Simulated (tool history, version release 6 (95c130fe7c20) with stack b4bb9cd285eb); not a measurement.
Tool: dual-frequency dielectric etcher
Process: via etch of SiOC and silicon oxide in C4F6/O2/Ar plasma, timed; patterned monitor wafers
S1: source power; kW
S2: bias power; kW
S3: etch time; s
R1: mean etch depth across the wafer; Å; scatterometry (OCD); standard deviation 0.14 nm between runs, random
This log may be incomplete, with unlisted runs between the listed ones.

Run 1, hour 0: S1 0.32 kW, S2 0.203 kW, S3 49 s. Result: R1 525.89 Å.
Run 2, hour 5.6: S1 0.32 kW, S2 0.203 kW, S3 44.5 s. Result: R1 479.96 Å.
Run 3, hour 9.5: S1 0.37 kW, S2 0.203 kW, S3 44.5 s. Result: R1 506.72 Å.
Run 4, hour 15: S1 0.4 kW, S2 0.203 kW, S3 44.5 s. Result: R1 523.39 Å.
Run 5, hour 17.1: S1 0.4 kW, S2 0.203 kW, S3 49 s. Result: R1 576.9 Å.
Run 6, hour 23.4: S1 0.35 kW, S2 0.191 kW, S3 49 s. Result: R1 538.04 Å.

What will run 7 give?
Run 7, hour 29.9: S1 0.31 kW, S2 0.183 kW, S3 48 s. Result: R1 ?.

R1: 497.69 Å
